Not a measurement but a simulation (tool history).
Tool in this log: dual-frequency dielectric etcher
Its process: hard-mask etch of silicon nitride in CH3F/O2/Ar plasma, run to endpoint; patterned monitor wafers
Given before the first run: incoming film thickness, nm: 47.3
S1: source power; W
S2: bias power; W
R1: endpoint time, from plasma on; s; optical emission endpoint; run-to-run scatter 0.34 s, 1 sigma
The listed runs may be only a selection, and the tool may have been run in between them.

run,hour,S1,S2,R1
1,0.0,350,78,74.144
2,9.0,310,75,80.824
3,11.8,290,75,84.584
4,15.8,280,75,87.162
5,23.2,250,75,94.379
6,25.0,300,75,82.998

Forecast run 7:
7,30.7,290,75,?

R1: 84.335 s

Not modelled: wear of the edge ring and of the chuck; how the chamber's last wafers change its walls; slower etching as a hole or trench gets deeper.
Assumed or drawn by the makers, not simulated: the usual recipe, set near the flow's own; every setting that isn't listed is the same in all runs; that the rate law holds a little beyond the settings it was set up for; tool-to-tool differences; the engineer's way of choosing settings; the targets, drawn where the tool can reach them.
